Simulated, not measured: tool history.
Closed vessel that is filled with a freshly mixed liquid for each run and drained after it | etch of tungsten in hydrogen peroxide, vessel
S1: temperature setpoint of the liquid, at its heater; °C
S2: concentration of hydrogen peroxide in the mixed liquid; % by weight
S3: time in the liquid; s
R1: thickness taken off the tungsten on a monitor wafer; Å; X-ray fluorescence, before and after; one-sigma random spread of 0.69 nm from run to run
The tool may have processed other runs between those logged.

run,day,S1,S2,S3,R1
1,0.000,58.0,19.0,95,1194.8
2,0.129,58.0,19.0,100,1266.1
3,0.254,60.0,19.5,100,1429.5
4,0.312,60.0,17.5,100,1363.6
5,0.379,57.0,17.5,100,1137.8
6,0.442,57.0,17.5,95,1088.2
7,0.825,59.0,19.0,95,1265.7
8,1.179,60.5,20.0,95,1427.9

The next listed run, before its measurement:
9,1.475,62.0,20.5,95,?

{"run 9": {"R1": 1574.9}}
